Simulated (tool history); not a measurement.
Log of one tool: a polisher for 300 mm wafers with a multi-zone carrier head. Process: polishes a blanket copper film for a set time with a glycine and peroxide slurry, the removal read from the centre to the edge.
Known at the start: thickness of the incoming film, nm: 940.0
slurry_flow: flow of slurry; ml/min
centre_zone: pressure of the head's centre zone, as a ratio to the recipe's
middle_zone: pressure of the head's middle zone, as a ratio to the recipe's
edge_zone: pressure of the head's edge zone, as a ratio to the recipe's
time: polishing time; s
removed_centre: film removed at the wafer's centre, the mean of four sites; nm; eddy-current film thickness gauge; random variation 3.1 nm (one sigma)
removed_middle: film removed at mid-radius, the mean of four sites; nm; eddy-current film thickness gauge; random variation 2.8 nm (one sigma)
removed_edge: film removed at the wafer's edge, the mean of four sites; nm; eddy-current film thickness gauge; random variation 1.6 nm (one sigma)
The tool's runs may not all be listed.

| run | day | slurry_flow | centre_zone | middle_zone | edge_zone | time | removed_centre | removed_middle | removed_edge |
|---|---|---|---|---|---|---|---|---|---|
| 1 | 0.000 | 170 | 1.00 | 1.00 | 1.00 | 58 | 308.79 | 301.02 | 297.16 |
| 2 | 0.346 | 170 | 1.00 | 1.09 | 1.00 | 58 | 299.44 | 313.64 | 296.98 |
| 3 | 0.583 | 155 | 0.99 | 1.02 | 1.04 | 54 | 269.22 | 278.90 | 275.13 |
| 4 | 0.754 | 155 | 0.99 | 1.02 | 1.04 | 65 | 331.73 | 332.14 | 334.17 |
| 5 | 0.979 | 175 | 0.99 | 1.02 | 1.04 | 65 | 337.85 | 342.85 | 337.44 |
| 6 | 1.192 | 175 | 0.96 | 1.02 | 1.04 | 65 | 316.71 | 335.03 | 339.57 |

Forecast run 7:
| 7 | 1.417 | 155 | 0.97 | 0.97 | 1.07 | 60 | ? | ? | ? |

{"run 7": {"removed_centre": 295.82, "removed_middle": 298.58, "removed_edge": 314.96}}
